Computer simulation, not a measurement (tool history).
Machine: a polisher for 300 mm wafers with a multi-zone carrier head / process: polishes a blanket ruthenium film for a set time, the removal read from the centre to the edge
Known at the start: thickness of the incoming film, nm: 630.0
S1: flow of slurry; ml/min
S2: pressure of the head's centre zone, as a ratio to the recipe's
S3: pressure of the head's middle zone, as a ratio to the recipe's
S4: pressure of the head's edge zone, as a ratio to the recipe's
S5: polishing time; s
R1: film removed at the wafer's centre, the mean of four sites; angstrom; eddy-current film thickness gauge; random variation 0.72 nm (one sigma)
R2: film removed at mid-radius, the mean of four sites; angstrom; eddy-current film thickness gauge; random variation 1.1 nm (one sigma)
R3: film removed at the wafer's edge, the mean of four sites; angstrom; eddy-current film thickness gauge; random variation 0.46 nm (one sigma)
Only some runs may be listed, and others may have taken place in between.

Run 1, hour 0.0: S1 125 ml/min, S2 1.00, S3 1.00, S4 1.00, S5 79 s. Result: R1 793.71 angstrom, R2 765.64 angstrom, R3 757.42 angstrom.
Run 2, hour 3.1: S1 125 ml/min, S2 1.01, S3 1.02, S4 0.97, S5 79 s. Result: R1 814.76 angstrom, R2 773.85 angstrom, R3 760.73 angstrom.
Run 3, hour 3.6: S1 125 ml/min, S2 1.01, S3 1.02, S4 0.97, S5 63 s. Result: R1 639.70 angstrom, R2 629.94 angstrom, R3 598.15 angstrom.
Run 4, hour 7.8: S1 140 ml/min, S2 1.03, S3 1.05, S4 0.99, S5 64 s. Result: R1 683.62 angstrom, R2 668.70 angstrom, R3 626.22 angstrom.
Run 5, hour 10.9: S1 140 ml/min, S2 1.09, S3 1.05, S4 0.99, S5 64 s. Result: R1 741.55 angstrom, R2 670.02 angstrom, R3 629.94 angstrom.
Run 6, hour 12.8: S1 150 ml/min, S2 1.09, S3 1.08, S4 1.01, S5 64 s. Result: R1 741.55 angstrom, R2 685.94 angstrom, R3 628.85 angstrom.
Run 7, hour 18.4: S1 155 ml/min, S2 1.08, S3 1.10, S4 1.03, S5 66 s. Result: R1 763.01 angstrom, R2 732.60 angstrom, R3 664.27 angstrom.
Run 8, hour 19.1: S1 160 ml/min, S2 1.08, S3 1.11, S4 1.04, S5 66 s. Result: R1 764.89 angstrom, R2 737.94 angstrom, R3 677.77 angstrom.

Expected results for the next run?
Run 9, hour 26.6: S1 165 ml/min, S2 1.08, S3 1.12, S4 1.04, S5 66 s. Result: R1 ?, R2 ?, R3 ?.

Run 9 produced R1 764.46 angstrom, R2 753.32 angstrom, R3 680.37 angstrom.

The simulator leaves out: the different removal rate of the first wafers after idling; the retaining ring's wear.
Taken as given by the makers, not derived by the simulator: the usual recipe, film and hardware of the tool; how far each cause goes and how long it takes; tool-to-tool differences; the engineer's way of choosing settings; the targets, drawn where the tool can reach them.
